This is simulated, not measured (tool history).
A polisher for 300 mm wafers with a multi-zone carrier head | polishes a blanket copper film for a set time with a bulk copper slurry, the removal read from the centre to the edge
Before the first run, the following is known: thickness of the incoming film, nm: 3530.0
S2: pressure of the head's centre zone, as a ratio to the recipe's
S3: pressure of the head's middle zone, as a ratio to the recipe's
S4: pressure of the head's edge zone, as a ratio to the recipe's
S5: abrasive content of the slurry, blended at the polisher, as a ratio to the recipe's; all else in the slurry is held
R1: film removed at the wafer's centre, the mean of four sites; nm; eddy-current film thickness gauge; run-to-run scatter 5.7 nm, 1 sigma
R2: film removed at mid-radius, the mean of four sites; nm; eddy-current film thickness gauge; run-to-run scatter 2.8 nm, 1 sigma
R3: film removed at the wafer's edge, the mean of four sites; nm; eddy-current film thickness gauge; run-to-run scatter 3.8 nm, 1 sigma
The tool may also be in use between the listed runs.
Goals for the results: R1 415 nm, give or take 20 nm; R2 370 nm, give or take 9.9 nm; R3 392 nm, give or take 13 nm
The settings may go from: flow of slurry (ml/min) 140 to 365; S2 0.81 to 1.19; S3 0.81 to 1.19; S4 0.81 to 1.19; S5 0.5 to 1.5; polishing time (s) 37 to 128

{"run": 1, "day": 0.0, "flow of slurry (ml/min)": 235, "S2": 1, "S3": 1, "S4": 1, "S5": 1, "polishing time (s)": 82, "R1": 620.16, "R2": 648.81, "R3": 610.01}
{"run": 2, "day": 0.071, "flow of slurry (ml/min)": 230, "S2": 1, "S3": 0.96, "S4": 0.98, "S5": 0.9, "polishing time (s)": 77, "R1": 565.59, "R2": 563.85, "R3": 558.81}
{"run": 3, "day": 0.129, "flow of slurry (ml/min)": 230, "S2": 1, "S3": 0.95, "S4": 0.96, "S5": 0.8, "polishing time (s)": 73, "R1": 521.42, "R2": 516.29, "R3": 507.28}
{"run": 4, "day": 0.188, "flow of slurry (ml/min)": 275, "S2": 1, "S3": 0.95, "S4": 0.96, "S5": 0.8, "polishing time (s)": 73, "R1": 550.61, "R2": 535.23, "R3": 525.58}
{"run": 5, "day": 0.546, "flow of slurry (ml/min)": 275, "S2": 1, "S3": 0.95, "S4": 0.96, "S5": 0.6, "polishing time (s)": 73, "R1": 511.14, "R2": 502.2, "R3": 484.94}
{"run": 6, "day": 0.662, "flow of slurry (ml/min)": 275, "S2": 1, "S3": 0.95, "S4": 0.96, "S5": 0.6, "polishing time (s)": 84, "R1": 591.04, "R2": 570.18, "R3": 562.84}
{"run": 7, "day": 0.742, "flow of slurry (ml/min)": 210, "S2": 0.98, "S3": 0.85, "S4": 0.88, "S5": 0.5, "polishing time (s)": 61, "R1": 389.11, "R2": 355.76, "R3": 374.6}
{"run": 8, "day": 0.888, "flow of slurry (ml/min)": 215, "S2": 0.98, "S3": 0.85, "S4": 0.89, "S5": 0.5, "polishing time (s)": 61, "R1": 387.03, "R2": 358.07, "R3": 376.14}
{"run": 9, "day": 1.133, "flow of slurry (ml/min)": 220, "S2": 0.99, "S3": 0.85, "S4": 0.9, "S5": 0.5, "polishing time (s)": 61, "R1": 398.95, "R2": 361.81, "R3": 373.37}

Exercise: of the 4 proposed moves below, exactly one satisfies all targets within the stated allowed misses. Which move is it?
{"run": "A", "day": 1.379, "flow of slurry (ml/min)": 250, "S2": 1.02, "S3": 0.95, "S4": 0.91, "S5": 0.5, "polishing time (s)": 58, "R1": "?", "R2": "?", "R3": "?"}
{"run": "B", "day": 1.379, "flow of slurry (ml/min)": 230, "S2": 1.02, "S3": 0.85, "S4": 0.91, "S5": 0.5, "polishing time (s)": 59, "R1": "?", "R2": "?", "R3": "?"}
{"run": "C", "day": 1.379, "flow of slurry (ml/min)": 205, "S2": 1, "S3": 0.91, "S4": 0.85, "S5": 0.5, "polishing time (s)": 61, "R1": "?", "R2": "?", "R3": "?"}
{"run": "D", "day": 1.379, "flow of slurry (ml/min)": 220, "S2": 0.99, "S3": 0.82, "S4": 0.89, "S5": 0.5, "polishing time (s)": 64, "R1": "?", "R2": "?", "R3": "?"}

move=A R1=394.55 R2=377.27 R3=365.62
move=B R1=396.2 R2=350.26 R3=369.28
move=C R1=394.8 R2=373.92 R3=366.33
move=D R1=415.18 R2=368.14 R3=395.18
A: the biggest miss grows against the last run
B: the biggest miss grows against the last run
C: the biggest miss grows against the last run
D: each result inside its tolerance
D is the move that brings every result within its allowed miss.
